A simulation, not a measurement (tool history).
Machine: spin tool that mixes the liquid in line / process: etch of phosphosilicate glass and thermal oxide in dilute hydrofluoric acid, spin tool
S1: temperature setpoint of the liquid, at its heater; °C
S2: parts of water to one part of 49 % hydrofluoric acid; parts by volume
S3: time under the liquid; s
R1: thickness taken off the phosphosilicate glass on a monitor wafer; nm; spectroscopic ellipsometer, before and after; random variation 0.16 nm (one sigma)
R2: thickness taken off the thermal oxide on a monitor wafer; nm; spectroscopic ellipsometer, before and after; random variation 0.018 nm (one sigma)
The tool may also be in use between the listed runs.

{"run": 1, "hour": 0.0, "S1": 24.0, "S2": 105, "S3": 30, "R1": 51.112, "R2": 1.0943}
{"run": 2, "hour": 1.0, "S1": 23.0, "S2": 105, "S3": 30, "R1": 49.106, "R2": 1.0899}
{"run": 3, "hour": 7.2, "S1": 23.0, "S2": 105, "S3": 35, "R1": 57.298, "R2": 1.3249}
{"run": 4, "hour": 15.6, "S1": 20.5, "S2": 105, "S3": 35, "R1": 51.758, "R2": 1.1497}
{"run": 5, "hour": 23.0, "S1": 20.5, "S2": 105, "S3": 30, "R1": 44.413, "R2": 0.98848}
{"run": 6, "hour": 27.0, "S1": 20.5, "S2": 125, "S3": 30, "R1": 36.461, "R2": 0.86022}

Expected results for the next run?
{"run": 7, "hour": 34.4, "S1": 20.0, "S2": 125, "S3": 30, "R1": "?", "R2": "?"}

Run 7 yielded R1 35.708 nm, R2 0.82136 nm.

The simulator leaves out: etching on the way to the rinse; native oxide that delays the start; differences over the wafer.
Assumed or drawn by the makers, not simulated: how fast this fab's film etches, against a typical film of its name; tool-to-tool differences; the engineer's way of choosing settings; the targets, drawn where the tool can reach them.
